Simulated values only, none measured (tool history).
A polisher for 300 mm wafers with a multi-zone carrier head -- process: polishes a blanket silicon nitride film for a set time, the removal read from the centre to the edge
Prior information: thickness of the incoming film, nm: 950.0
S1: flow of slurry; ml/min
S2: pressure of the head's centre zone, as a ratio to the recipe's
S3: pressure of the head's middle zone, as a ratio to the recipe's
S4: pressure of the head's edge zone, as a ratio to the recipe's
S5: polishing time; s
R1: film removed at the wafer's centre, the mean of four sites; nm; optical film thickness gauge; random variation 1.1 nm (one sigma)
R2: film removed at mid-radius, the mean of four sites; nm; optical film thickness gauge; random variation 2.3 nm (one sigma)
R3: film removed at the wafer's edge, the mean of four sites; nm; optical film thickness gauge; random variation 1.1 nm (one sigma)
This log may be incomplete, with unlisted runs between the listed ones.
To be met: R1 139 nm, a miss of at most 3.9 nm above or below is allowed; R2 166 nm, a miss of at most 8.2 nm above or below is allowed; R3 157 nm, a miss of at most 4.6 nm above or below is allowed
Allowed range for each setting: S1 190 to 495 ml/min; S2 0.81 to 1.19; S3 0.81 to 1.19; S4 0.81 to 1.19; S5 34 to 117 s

{"run": 1, "hour": 0.0, "S1": 320, "S2": 1, "S3": 1, "S4": 1, "S5": 75, "R1": 201.23, "R2": 204.24, "R3": 203.63}
{"run": 2, "hour": 3.9, "S1": 320, "S2": 1, "S3": 1, "S4": 1, "S5": 67, "R1": 176.87, "R2": 181.19, "R3": 181.29}
{"run": 3, "hour": 8.6, "S1": 315, "S2": 0.97, "S3": 1, "S4": 0.97, "S5": 66, "R1": 172.1, "R2": 175.71, "R3": 176.82}
{"run": 4, "hour": 10.7, "S1": 310, "S2": 0.94, "S3": 1.02, "S4": 0.96, "S5": 65, "R1": 165.46, "R2": 178.62, "R3": 174.06}
{"run": 5, "hour": 13.3, "S1": 245, "S2": 0.94, "S3": 1.02, "S4": 0.96, "S5": 65, "R1": 159.97, "R2": 172.76, "R3": 171.87}
{"run": 6, "hour": 20.1, "S1": 210, "S2": 0.94, "S3": 1.02, "S4": 0.96, "S5": 65, "R1": 156.47, "R2": 170.6, "R3": 169.53}
{"run": 7, "hour": 24.3, "S1": 210, "S2": 0.92, "S3": 1.03, "S4": 0.94, "S5": 64, "R1": 151.39, "R2": 167.74, "R3": 164.05}
{"run": 8, "hour": 29.1, "S1": 210, "S2": 0.91, "S3": 1.04, "S4": 0.93, "S5": 64, "R1": 151.22, "R2": 170.4, "R3": 164.8}
{"run": 9, "hour": 30.5, "S1": 210, "S2": 0.9, "S3": 1.04, "S4": 0.92, "S5": 64, "R1": 148.02, "R2": 173.94, "R3": 165.37}
{"run": 10, "hour": 31.2, "S1": 210, "S2": 0.9, "S3": 1.04, "S4": 0.91, "S5": 63, "R1": 145.75, "R2": 167.66, "R3": 160.86}
{"run": 11, "hour": 36.7, "S1": 210, "S2": 0.89, "S3": 1.04, "S4": 0.9, "S5": 63, "R1": 141.7, "R2": 167.52, "R3": 162.4}
{"run": 12, "hour": 37.6, "S1": 210, "S2": 0.89, "S3": 1.04, "S4": 0.9, "S5": 63, "R1": 143.84, "R2": 168.25, "R3": 163.78}
{"run": 13, "hour": 41.6, "S1": 210, "S2": 0.89, "S3": 1.04, "S4": 0.9, "S5": 63, "R1": 144.67, "R2": 168.7, "R3": 161.51}
{"run": 14, "hour": 44.3, "S1": 210, "S2": 0.89, "S3": 1.04, "S4": 0.89, "S5": 63, "R1": 145.42, "R2": 164.83, "R3": 158.9}

Exercise: of the 5 proposed moves below, exactly one satisfies all targets within the stated allowed misses. Which move is it?
{"run": "A", "hour": 47.0, "S1": 210, "S2": 0.9, "S3": 0.98, "S4": 0.87, "S5": 64, "R1": "?", "R2": "?", "R3": "?"}
{"run": "B", "hour": 47.0, "S1": 190, "S2": 0.99, "S3": 1.05, "S4": 0.83, "S5": 63, "R1": "?", "R2": "?", "R3": "?"}
{"run": "C", "hour": 47.0, "S1": 310, "S2": 0.99, "S3": 0.99, "S4": 0.81, "S5": 61, "R1": "?", "R2": "?", "R3": "?"}
{"run": "D", "hour": 47.0, "S1": 210, "S2": 0.9, "S3": 1.09, "S4": 0.99, "S5": 60, "R1": "?", "R2": "?", "R3": "?"}
{"run": "E", "hour": 47.0, "S1": 200, "S2": 0.95, "S3": 0.98, "S4": 0.9, "S5": 64, "R1": "?", "R2": "?", "R3": "?"}

move=A R1=146.78 R2=164.82 R3=161.96
move=B R1=157.63 R2=170.45 R3=156.06
move=C R1=159.28 R2=163.27 R3=154.68
move=D R1=137.71 R2=169.09 R3=157.9
move=E R1=154.29 R2=164.09 R3=163.12
A: the biggest miss grows against the last run
B: the biggest miss grows against the last run
C: the biggest miss grows against the last run
D: all results land within tolerance of their targets
E: the biggest miss grows against the last run
Correct choice: D, which meets every target

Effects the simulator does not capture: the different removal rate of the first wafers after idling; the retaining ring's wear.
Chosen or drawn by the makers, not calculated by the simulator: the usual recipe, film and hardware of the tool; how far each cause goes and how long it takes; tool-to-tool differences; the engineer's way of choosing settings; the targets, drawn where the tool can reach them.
